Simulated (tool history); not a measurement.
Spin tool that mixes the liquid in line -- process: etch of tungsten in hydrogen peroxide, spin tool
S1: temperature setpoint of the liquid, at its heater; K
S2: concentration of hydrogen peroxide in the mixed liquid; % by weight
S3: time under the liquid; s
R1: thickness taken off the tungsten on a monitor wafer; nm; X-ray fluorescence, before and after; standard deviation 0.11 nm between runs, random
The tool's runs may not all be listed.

run,day,S1,S2,S3,R1
1,0,328.15,20,15,28.4
2,0.342,328.15,20,15,28.585
3,0.408,328.15,18.5,15,27.289
4,0.579,328.15,21,15,29.196
5,0.608,328.15,18,15,26.938
6,0.942,324.65,18,15,21.843

The next listed run, before its measurement:
7,1.058,322.15,18,15,?

{"run 7": {"R1": 18.6}}
